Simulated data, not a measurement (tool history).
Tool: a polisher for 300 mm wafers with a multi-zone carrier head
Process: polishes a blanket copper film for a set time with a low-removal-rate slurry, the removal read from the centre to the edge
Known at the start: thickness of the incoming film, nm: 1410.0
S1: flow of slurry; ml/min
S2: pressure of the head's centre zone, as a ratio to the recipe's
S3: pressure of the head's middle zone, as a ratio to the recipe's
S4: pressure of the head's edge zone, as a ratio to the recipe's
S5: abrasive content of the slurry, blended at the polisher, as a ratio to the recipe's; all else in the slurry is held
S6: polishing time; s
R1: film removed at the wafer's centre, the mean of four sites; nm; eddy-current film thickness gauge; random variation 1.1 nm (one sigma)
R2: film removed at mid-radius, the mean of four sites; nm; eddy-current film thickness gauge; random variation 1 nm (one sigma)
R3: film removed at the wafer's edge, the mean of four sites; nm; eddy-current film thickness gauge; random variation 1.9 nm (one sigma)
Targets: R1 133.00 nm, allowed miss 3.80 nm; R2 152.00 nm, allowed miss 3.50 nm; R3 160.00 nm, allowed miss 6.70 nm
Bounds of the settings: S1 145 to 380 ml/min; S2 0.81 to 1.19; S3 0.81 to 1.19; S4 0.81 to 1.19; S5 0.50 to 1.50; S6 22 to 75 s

run	day	S1	S2	S3	S4	S5	S6	R1	R2	R3
1	0.000	245	1.00	1.00	1.00	1.00	48	188.60	188.66	189.06
2	0.300	230	0.94	0.97	0.98	0.85	48	170.22	178.29	180.78
3	0.588	215	0.90	0.95	0.97	0.75	48	155.29	168.47	178.74
4	0.621	215	0.90	0.95	0.97	0.75	40	128.88	140.73	146.03
5	0.829	230	0.89	0.96	1.00	0.75	40	129.41	144.37	145.98
6	1.192	230	0.89	0.96	0.95	0.75	40	129.38	145.09	146.70
7	1.354	230	0.89	0.96	0.95	0.75	40	130.71	142.86	144.64
8	1.608	225	0.89	0.96	0.99	0.80	40	130.94	145.30	150.21
9	1.771	225	0.88	0.96	1.01	0.85	40	129.44	146.66	153.41
10	1.838	230	0.88	0.96	1.02	0.90	40	132.43	147.13	154.21

5 next moves are on the table. One of them brings every result within its allowed miss. Which?
A	1.904	280	0.92	0.99	1.03	0.95	37	?	?	?
B	1.904	210	0.90	0.89	1.03	0.75	42	?	?	?
C	1.904	195	0.86	0.90	1.06	0.75	43	?	?	?
D	1.904	195	0.84	0.84	1.10	1.00	43	?	?	?
E	1.904	145	0.91	1.02	1.07	0.95	42	?	?	?

move	R1	R2	R3
A	134.79	143.62	150.87
B	137.44	137.69	159.79
C	132.60	140.59	164.41
D	136.24	139.80	176.45
E	133.51	149.51	160.65
A: further off than the last run
B: further off than the last run
C: further off than the last run
D: further off than the last run
E: meets every target
Move E is the one to make.

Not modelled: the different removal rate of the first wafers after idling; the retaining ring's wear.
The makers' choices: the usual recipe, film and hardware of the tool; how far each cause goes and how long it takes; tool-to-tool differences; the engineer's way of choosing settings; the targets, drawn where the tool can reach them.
